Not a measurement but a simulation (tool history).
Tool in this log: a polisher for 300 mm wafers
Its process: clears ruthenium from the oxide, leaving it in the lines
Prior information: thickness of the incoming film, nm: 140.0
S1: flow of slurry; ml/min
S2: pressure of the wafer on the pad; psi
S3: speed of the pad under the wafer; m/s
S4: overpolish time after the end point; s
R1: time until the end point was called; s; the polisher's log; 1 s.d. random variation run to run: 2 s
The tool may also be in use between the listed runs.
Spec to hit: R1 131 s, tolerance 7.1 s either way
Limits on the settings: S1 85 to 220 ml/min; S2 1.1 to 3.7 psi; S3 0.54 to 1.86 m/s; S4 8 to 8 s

run	hour	S1	S2	S3	S4	R1
1	0	140	2.4	1.18	8	81.943
2	7.8	140	2.3	1.18	8	86.051
3	13.5	140	2.2	1.18	8	86.75
4	18.8	140	2.2	1.18	8	85.746
5	22.8	140	2.1	1.16	8	89.392
6	28.4	140	2	1.14	8	96.43
7	37.4	140	1.9	1.14	8	94.235
8	38.9	140	1.8	1.12	8	100.24
9	45.4	140	1.7	1.1	8	103.72
10	53.4	140	1.6	1.08	8	113.35
11	58.2	140	1.4	1.06	8	119.52

Pick the move, out of 4, that brings all results within their allowed miss; only one does.
A	63	150	1.1	1.04	8	?
B	63	85	1.2	1.5	8	?
C	63	130	1.1	1.24	8	?
D	63	125	1.6	1.1	8	?

move	R1
A	131.8
B	110.38
C	115.98
D	111.33
A: every result lands within tolerance
B: misses by more than the last run did
C: misses by more than the last run did
D: misses by more than the last run did
A is the move that brings every result within its allowed miss.
